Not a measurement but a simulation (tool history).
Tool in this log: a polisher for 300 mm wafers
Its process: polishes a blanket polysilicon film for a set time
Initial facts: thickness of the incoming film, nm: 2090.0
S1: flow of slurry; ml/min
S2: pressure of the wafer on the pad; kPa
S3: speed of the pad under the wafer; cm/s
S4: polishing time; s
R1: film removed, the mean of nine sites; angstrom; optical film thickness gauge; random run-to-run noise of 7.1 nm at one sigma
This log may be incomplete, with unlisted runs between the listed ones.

run 1 hour=0.0 | S1=265 S2=22.8 S3=114 S4=40 | R1=4623.4
run 2 hour=3.4 | S1=265 S2=24.1 S3=114 S4=40 | R1=4920.7
run 3 hour=6.4 | S1=265 S2=24.8 S3=114 S4=40 | R1=5001.9
run 4 hour=10.1 | S1=265 S2=24.8 S3=92 S4=40 | R1=4036.4
run 5 hour=10.8 | S1=265 S2=24.8 S3=92 S4=36 | R1=3743.8
run 6 hour=14.7 | S1=265 S2=27.6 S3=92 S4=36 | R1=4121.4

For run 7, what comes out?
-- hour=19.4 slurry nozzle cleaned
run 7 hour=19.4 | S1=265 S2=29.6 S3=94 S4=36 | R1=?

R1: 4608.7 angstrom
